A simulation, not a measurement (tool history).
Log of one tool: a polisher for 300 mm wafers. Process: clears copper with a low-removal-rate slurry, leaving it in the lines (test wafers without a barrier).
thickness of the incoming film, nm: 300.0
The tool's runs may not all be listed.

run  hour  flow of slurry (ml/min)  pressure of the wafer on the pad (kPa)  speed of the pad under the wafer (cm/s)  abrasive content of the slurry  overpolish time after the end point (s)  time until the end point was called (s)  dishing of a wide line in a test structure (nm)
  1     0                      215                                    16.5                                      106                               1                                       22                                    109.5                                            39.39
  2   1.1                      215                                    15.9                                      106                               1                                       23                                      113                                           39.953
  3   8.7                      215                                    15.2                                      106                               1                                       24                                   116.42                                           38.916
  4    15                      215                                    15.2                                      106                             0.9                                       24                                   121.34                                           38.249
  5  20.6                      215                                    17.2                                      106                             0.9                                       24                                    106.6                                           42.273
  6    22                      215                                    17.2                                       96                             0.9                                       24                                   112.87                                            40.71
  7    27                      215                                    16.5                                       96                             0.9                                       25                                   116.55                                           40.297
  8  28.2                      215                                    15.9                                       96                             0.9                                       26                                   121.59                                            41.23
  9  34.2                      215                                    15.2                                       96                             0.9                                       27                                   130.91                                           39.385
 10  40.4                      215                                    15.2                                       96                             0.9                                       28                                   128.56                                           41.287
 11  47.9                      200                                    13.8                                       94                             0.9                                       34                                   142.63                                           42.343

Forecast run 12:
 12  54.5                      205                                    13.8                                       94                             0.9                                       34                                        ?                                                ?

Run 12 gave time until the end point was called (s) 140.83, dishing of a wide line in a test structure (nm) 42.918.
